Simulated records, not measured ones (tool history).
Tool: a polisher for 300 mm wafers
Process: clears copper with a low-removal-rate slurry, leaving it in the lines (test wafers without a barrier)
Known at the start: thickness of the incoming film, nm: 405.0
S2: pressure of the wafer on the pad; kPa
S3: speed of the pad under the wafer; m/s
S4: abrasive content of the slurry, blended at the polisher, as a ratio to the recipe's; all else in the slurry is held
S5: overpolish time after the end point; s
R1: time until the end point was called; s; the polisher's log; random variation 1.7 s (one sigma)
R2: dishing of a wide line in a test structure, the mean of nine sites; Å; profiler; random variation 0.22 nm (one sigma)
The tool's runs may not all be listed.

Run 1, hour 0: flow of slurry (ml/min) 215, S2 27.6 kPa, S3 1.2 m/s, S4 1, S5 21 s. Result: R1 94.86 s, R2 547.95 Å.
Run 2, hour 3.2: flow of slurry (ml/min) 215, S2 22.1 kPa, S3 1.2 m/s, S4 1, S5 21 s. Result: R1 114.82 s, R2 457.84 Å.
Run 3, hour 10.2: flow of slurry (ml/min) 215, S2 22.1 kPa, S3 1.2 m/s, S4 1, S5 26 s. Result: R1 116.67 s, R2 536.75 Å.
Run 4, hour 11.4: flow of slurry (ml/min) 215, S2 20 kPa, S3 1.24 m/s, S4 1, S5 21 s. Result: R1 123.78 s, R2 423.8 Å.
Run 5, hour 13.2: flow of slurry (ml/min) 210, S2 18.6 kPa, S3 1.34 m/s, S4 0.95, S5 18 s. Result: R1 124.9 s, R2 373.33 Å.
Run 6, hour 21.7: flow of slurry (ml/min) 210, S2 15.2 kPa, S3 1.34 m/s, S4 0.95, S5 18 s. Result: R1 155.02 s, R2 309.82 Å.
Run 7, hour 28.1: flow of slurry (ml/min) 210, S2 15.2 kPa, S3 1.34 m/s, S4 0.95, S5 18 s. Result: R1 154.97 s, R2 312.97 Å.
Run 8, hour 34.7: flow of slurry (ml/min) 210, S2 14.5 kPa, S3 1.46 m/s, S4 0.9, S5 15 s. Result: R1 151.2 s, R2 270.64 Å.
Run 9, hour 35.7: flow of slurry (ml/min) 240, S2 15.2 kPa, S3 1.56 m/s, S4 0.8, S5 13 s. Result: R1 135.65 s, R2 263.49 Å.

Forecast run 10:
Run 10, hour 36.6: flow of slurry (ml/min) 260, S2 15.2 kPa, S3 1.64 m/s, S4 0.75, S5 11 s. Result: R1 ?, R2 ?.

R1: 126.23 s
R2: 234.89 Å

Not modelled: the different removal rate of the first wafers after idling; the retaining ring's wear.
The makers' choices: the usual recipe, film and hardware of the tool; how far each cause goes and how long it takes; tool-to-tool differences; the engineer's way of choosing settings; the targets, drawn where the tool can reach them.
